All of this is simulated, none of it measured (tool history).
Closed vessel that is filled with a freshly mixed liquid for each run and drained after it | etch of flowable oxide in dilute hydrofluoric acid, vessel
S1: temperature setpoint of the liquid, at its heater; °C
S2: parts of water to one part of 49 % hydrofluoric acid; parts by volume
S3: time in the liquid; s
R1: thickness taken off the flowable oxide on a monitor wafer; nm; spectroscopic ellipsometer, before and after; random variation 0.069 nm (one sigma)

{"run": 1, "hour": 0.0, "S1": 22, "S2": 135, "S3": 30, "R1": 8.8663}
{"run": 2, "hour": 5.4, "S1": 20.5, "S2": 135, "S3": 30, "R1": 8.1816}
{"run": 3, "hour": 9.7, "S1": 20.5, "S2": 110, "S3": 30, "R1": 10.461}
{"run": 4, "hour": 17.5, "S1": 17.5, "S2": 110, "S3": 30, "R1": 9.3195}
{"run": 5, "hour": 19.4, "S1": 17.5, "S2": 110, "S3": 30, "R1": 9.2489}
{"run": 6, "hour": 25.8, "S1": 17, "S2": 110, "S3": 30, "R1": 9.1106}
{"run": 7, "hour": 27.6, "S1": 17, "S2": 115, "S3": 30, "R1": 8.6318}

Forecast run 8:
{"run": 8, "hour": 36.0, "S1": 17, "S2": 120, "S3": 30, "R1": "?"}

Run 8 gave R1 8.1702 nm.

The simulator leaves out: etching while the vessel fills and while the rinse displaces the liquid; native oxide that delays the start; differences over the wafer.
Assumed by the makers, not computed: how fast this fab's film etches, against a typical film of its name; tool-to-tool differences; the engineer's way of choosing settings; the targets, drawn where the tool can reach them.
